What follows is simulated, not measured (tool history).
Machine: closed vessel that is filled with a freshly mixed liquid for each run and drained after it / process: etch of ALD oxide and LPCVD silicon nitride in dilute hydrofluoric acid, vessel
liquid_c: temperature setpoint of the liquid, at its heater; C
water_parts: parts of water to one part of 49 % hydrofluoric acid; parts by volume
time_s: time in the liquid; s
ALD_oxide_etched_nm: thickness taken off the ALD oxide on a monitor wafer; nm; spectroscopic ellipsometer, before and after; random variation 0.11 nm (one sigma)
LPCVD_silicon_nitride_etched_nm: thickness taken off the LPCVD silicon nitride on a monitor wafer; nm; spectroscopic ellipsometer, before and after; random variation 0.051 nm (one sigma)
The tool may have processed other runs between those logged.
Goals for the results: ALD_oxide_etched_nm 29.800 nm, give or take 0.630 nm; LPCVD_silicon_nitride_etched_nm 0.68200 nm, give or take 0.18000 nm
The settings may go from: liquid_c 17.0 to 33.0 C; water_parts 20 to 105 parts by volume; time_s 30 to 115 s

run,hour,liquid_c,water_parts,time_s,ALD_oxide_etched_nm,LPCVD_silicon_nitride_etched_nm
1,0.0,25.0,55,60,18.706,0.47612
2,1.3,27.0,50,60,22.310,0.62070
3,2.5,25.0,50,60,20.686,0.52830
4,5.7,26.5,45,60,24.506,0.58911
5,13.1,26.5,45,80,32.996,0.89879
6,18.8,29.5,45,80,36.974,1.01540
7,23.4,27.5,45,80,34.420,0.92899
8,31.7,26.5,45,80,32.830,0.97520
9,38.8,26.0,45,80,32.203,0.73179
10,43.3,26.0,45,80,32.144,0.77927
11,51.7,26.0,45,80,32.317,0.79639
12,60.1,25.5,45,80,31.565,0.72440

Which single option among these 5 for the next run brings every result within its allowed miss of target? Just one does.
A,68.5,24.0,45,85,?,?
B,68.5,25.0,45,80,?,?
C,68.5,24.5,40,70,?,?
D,68.5,23.0,30,60,?,?
E,68.5,32.5,65,90,?,?

move,ALD_oxide_etched_nm,LPCVD_silicon_nitride_etched_nm
A,31.464,0.67532
B,30.857,0.67989
C,29.959,0.64533
D,32.593,0.66027
E,31.365,0.86520
A: gains on the last run, yet a result remains outside its allowed miss
B: gains on the last run, yet a result remains outside its allowed miss
C: hits every target within its allowed miss
D: its largest miss is bigger than the last run's
E: gains on the last run, yet a result remains outside its allowed miss
Move C is the one to make.

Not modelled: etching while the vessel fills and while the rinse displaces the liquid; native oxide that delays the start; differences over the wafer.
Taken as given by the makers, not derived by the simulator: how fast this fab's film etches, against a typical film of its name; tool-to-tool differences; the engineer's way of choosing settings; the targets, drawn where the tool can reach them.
